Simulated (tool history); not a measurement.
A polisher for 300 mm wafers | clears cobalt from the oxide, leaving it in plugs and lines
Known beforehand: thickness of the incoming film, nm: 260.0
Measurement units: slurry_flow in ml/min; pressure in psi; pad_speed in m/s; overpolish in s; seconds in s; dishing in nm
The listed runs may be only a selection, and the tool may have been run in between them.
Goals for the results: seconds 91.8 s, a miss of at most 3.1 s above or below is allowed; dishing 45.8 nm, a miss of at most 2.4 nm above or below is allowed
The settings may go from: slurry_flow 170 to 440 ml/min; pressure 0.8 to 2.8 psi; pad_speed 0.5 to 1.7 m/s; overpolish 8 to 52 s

run 1 hour=0 | slurry_flow=280 pressure=1.8 pad_speed=1.1 overpolish=26 | seconds=53.021 dishing=61.266
run 2 hour=3.8 | slurry_flow=280 pressure=1.6 pad_speed=1.1 overpolish=26 | seconds=59.778 dishing=58.608
run 3 hour=4.7 | slurry_flow=280 pressure=1.4 pad_speed=1.1 overpolish=24 | seconds=68.465 dishing=52.12
run 4 hour=6.5 | slurry_flow=280 pressure=1.3 pad_speed=1.1 overpolish=24 | seconds=73.639 dishing=51.061
run 5 hour=13.5 | slurry_flow=280 pressure=1.2 pad_speed=1.1 overpolish=24 | seconds=80.146 dishing=48.171
run 6 hour=22.2 | slurry_flow=335 pressure=1.2 pad_speed=1.1 overpolish=24 | seconds=78.645 dishing=49.555
run 7 hour=25.2 | slurry_flow=335 pressure=1.1 pad_speed=1.1 overpolish=24 | seconds=82.871 dishing=46.878
run 8 hour=25.8 | slurry_flow=335 pressure=1.1 pad_speed=1.1 overpolish=25 | seconds=84.924 dishing=48.919

Which of these 5 next moves meets every target?
run A hour=26.4 | slurry_flow=350 pressure=1 pad_speed=1.28 overpolish=29 | seconds=? dishing=?
run B hour=26.4 | slurry_flow=340 pressure=1.1 pad_speed=1.26 overpolish=25 | seconds=? dishing=?
run C hour=26.4 | slurry_flow=325 pressure=1.4 pad_speed=0.8 overpolish=25 | seconds=? dishing=?
run D hour=26.4 | slurry_flow=320 pressure=1.2 pad_speed=1.14 overpolish=25 | seconds=? dishing=?
run E hour=26.4 | slurry_flow=410 pressure=1.1 pad_speed=1.12 overpolish=26 | seconds=? dishing=?

move=A seconds=80.157 dishing=54.139
move=B seconds=74.529 dishing=51.907
move=C seconds=92.156 dishing=45.832
move=D seconds=75.998 dishing=51.347
move=E seconds=82.402 dishing=50.184
A: moves away from the targets compared with the last run
B: moves away from the targets compared with the last run
C: all results land within tolerance of their targets
D: moves away from the targets compared with the last run
E: moves away from the targets compared with the last run
C meets every target.

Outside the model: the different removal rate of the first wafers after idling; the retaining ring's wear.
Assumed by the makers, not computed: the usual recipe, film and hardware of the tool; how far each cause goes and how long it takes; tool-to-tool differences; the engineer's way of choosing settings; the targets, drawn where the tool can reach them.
